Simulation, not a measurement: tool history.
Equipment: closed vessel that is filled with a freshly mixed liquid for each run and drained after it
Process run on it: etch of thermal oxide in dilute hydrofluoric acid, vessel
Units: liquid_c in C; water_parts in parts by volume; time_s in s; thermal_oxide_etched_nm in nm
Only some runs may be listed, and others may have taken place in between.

run  hour  liquid_c  water_parts  time_s  thermal_oxide_etched_nm
  1     0        25           70     100                   7.4494
  2   6.6        25           50     100                   10.766
  3   8.7        25           50     100                   10.489
  4  12.2      22.5           50     100                   9.6305
  5  20.2      22.5           70     100                   6.6371
  6  22.7      23.5           65     100                   7.6152
  7  23.7      24.5           60     100                    8.519
  8  27.6      25.5           55     100                   9.8048
  9  34.5      26.5           50     100                   11.215
 10  39.9      27.5           45     100                   13.006
 11  46.3        28           45     100                    13.54
 12  52.6      28.5           45     100                   13.818

What will run 13 give?
 13  53.9        29           45     100                        ?

thermal_oxide_etched_nm: 14.147 nm
